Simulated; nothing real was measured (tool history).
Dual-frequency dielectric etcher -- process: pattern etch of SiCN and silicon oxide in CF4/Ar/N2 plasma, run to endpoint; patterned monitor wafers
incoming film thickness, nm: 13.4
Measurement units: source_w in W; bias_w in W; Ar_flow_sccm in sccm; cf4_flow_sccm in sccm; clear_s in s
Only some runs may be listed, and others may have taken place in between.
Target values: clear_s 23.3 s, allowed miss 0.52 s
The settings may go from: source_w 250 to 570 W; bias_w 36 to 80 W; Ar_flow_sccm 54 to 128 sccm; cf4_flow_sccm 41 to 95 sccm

run 1 hour=0 | source_w=410 bias_w=58 Ar_flow_sccm=91 cf4_flow_sccm=68 | clear_s=16.699
run 2 hour=8.2 | source_w=440 bias_w=58 Ar_flow_sccm=91 cf4_flow_sccm=68 | clear_s=15.471
run 3 hour=14.6 | source_w=440 bias_w=63 Ar_flow_sccm=91 cf4_flow_sccm=68 | clear_s=15.159
run 4 hour=20.1 | source_w=400 bias_w=62 Ar_flow_sccm=91 cf4_flow_sccm=68 | clear_s=16.938
run 5 hour=24.3 | source_w=380 bias_w=62 Ar_flow_sccm=91 cf4_flow_sccm=68 | clear_s=18.047
run 6 hour=26.2 | source_w=360 bias_w=62 Ar_flow_sccm=91 cf4_flow_sccm=68 | clear_s=19.253
run 7 hour=32.1 | source_w=350 bias_w=62 Ar_flow_sccm=91 cf4_flow_sccm=68 | clear_s=19.819
run 8 hour=34.3 | source_w=340 bias_w=62 Ar_flow_sccm=91 cf4_flow_sccm=68 | clear_s=20.534
run 9 hour=34.9 | source_w=330 bias_w=62 Ar_flow_sccm=91 cf4_flow_sccm=68 | clear_s=21.297
run 10 hour=39.6 | source_w=290 bias_w=61 Ar_flow_sccm=91 cf4_flow_sccm=68 | clear_s=25.106
run 11 hour=42 | source_w=300 bias_w=61 Ar_flow_sccm=91 cf4_flow_sccm=68 | clear_s=24.066

Consider the 4 candidate settings below. Which is the only one whose results all fall within their allowed miss of target?
run A hour=44.4 | source_w=290 bias_w=53 Ar_flow_sccm=70 cf4_flow_sccm=74 | clear_s=?
run B hour=44.4 | source_w=300 bias_w=50 Ar_flow_sccm=81 cf4_flow_sccm=77 | clear_s=?
run C hour=44.4 | source_w=300 bias_w=70 Ar_flow_sccm=96 cf4_flow_sccm=64 | clear_s=?
run D hour=44.4 | source_w=280 bias_w=71 Ar_flow_sccm=80 cf4_flow_sccm=70 | clear_s=?

move=A clear_s=24.718
move=B clear_s=24.302
move=C clear_s=23.211
move=D clear_s=24.327
A: its largest miss is bigger than the last run's
B: its largest miss is bigger than the last run's
C: hits every target within its allowed miss
D: its largest miss is bigger than the last run's
Move C is the one to make.

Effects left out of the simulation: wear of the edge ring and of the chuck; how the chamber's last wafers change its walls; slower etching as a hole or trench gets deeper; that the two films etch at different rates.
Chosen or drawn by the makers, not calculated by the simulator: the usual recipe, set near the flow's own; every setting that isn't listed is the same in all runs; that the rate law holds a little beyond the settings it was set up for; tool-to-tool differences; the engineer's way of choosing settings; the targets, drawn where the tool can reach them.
